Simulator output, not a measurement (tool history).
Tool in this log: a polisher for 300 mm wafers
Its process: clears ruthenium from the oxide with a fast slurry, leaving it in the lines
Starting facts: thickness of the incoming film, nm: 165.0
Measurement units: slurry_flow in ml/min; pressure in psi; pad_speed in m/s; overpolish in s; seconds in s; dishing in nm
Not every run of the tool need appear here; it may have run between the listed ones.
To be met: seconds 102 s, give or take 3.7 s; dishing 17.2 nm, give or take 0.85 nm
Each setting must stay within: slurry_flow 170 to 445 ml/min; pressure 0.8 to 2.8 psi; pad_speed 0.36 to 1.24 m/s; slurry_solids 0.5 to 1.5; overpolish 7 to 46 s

run  hour  slurry_flow  pressure  pad_speed  slurry_solids  overpolish  seconds  dishing
  1     0          285       1.8        0.8              1          24   108.75   33.496
  2   7.8          285       1.8        0.8            1.1          24   107.82   34.213
  3  15.9          285       1.8        0.8              1          24   109.26   33.226
  4    21          285       1.8        0.8            1.1          24   105.49   34.371
     29.9  -- slurry blender recalibrated
  5  29.9          285       1.8        0.8            1.1          22   90.411    36.36
  6  36.4          285       1.7       0.78            1.1          20   98.247   31.339
  7  44.7          285       1.6       0.78            1.1          19   103.96   27.775
  8  48.6          285       1.6       0.78            1.1          18   103.94   27.676
  9  56.4          285       1.6       0.78            1.1          17   105.57   25.243
 10  58.1          285       1.6       0.78            1.1          16   104.36   24.338
 11    61          285       1.6       0.78            1.1          15   105.75   22.381
 12  67.3          285       1.6       0.78            1.1          14    104.8   21.036
 13  74.1          285       1.7       0.76            1.1          12   101.72   19.031
 14  76.8          285       1.7       0.76            1.1          12   100.25   19.138

Pick the move, out of 4, that brings all results within their allowed miss; only one does.
  A  79.5          255       1.5       1.02              1          10        ?        ?
  B  79.5          240       1.8       0.78            0.9          11        ?        ?
  C  79.5          295       1.8        0.7            0.9          12        ?        ?
  D  79.5          275         2       0.74           0.95          10        ?        ?

move  seconds  dishing
   A   91.862   17.287
   B   101.71   17.179
   C    108.9   17.489
   D   92.608   17.153
A: brings the result that was furthest off to its target, and leaves another outside
B: all results land within tolerance of their targets
C: brings the result that was furthest off to its target, and leaves another outside
D: brings the result that was furthest off to its target, and leaves another outside
The move that meets every target is B.
